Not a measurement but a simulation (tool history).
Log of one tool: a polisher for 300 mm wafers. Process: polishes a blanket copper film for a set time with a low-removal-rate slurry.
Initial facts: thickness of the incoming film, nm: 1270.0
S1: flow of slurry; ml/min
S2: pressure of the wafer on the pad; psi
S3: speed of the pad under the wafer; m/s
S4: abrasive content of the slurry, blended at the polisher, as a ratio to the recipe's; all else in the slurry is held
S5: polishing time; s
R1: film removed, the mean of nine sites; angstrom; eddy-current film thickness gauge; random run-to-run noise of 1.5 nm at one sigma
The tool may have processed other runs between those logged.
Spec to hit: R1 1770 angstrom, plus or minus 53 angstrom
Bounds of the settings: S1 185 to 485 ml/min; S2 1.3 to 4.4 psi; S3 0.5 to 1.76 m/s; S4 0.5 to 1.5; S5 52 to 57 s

run  hour   S1   S2    S3  S4  S5      R1
  1     0  310  2.8  1.12   1  57  2071.5
  2   5.3  310  3.4  1.12   1  57  2503.7
  3    14  280  3.4  1.12   1  57  2509.6
  4  15.8  280  3.1  1.12   1  57  2247.5
  5  22.2  275  2.9  1.12   1  57  2114.3
  6  26.1  275  2.8  1.12   1  57  2004.6
  7  32.9  265  2.7  1.12   1  57  1949.7
  8  41.6  260  2.6  1.12   1  57  1899.1

Which of these 4 next moves meets every target?
  A  50.3  300  2.8  1.02   1.2  57   ?
  B  50.3  215  2.6  1.28  1.05  54   ?
  C  50.3  215  2.6  1.16  0.85  56   ?
  D  50.3  480  3.4   0.9   0.9  56   ?

move      R1
   A  2000.9
   B  2028.2
   C  1786.2
   D  1994.5
A: the biggest miss grows against the last run
B: the biggest miss grows against the last run
C: all results land within tolerance of their targets
D: the biggest miss grows against the last run
The right move is C.
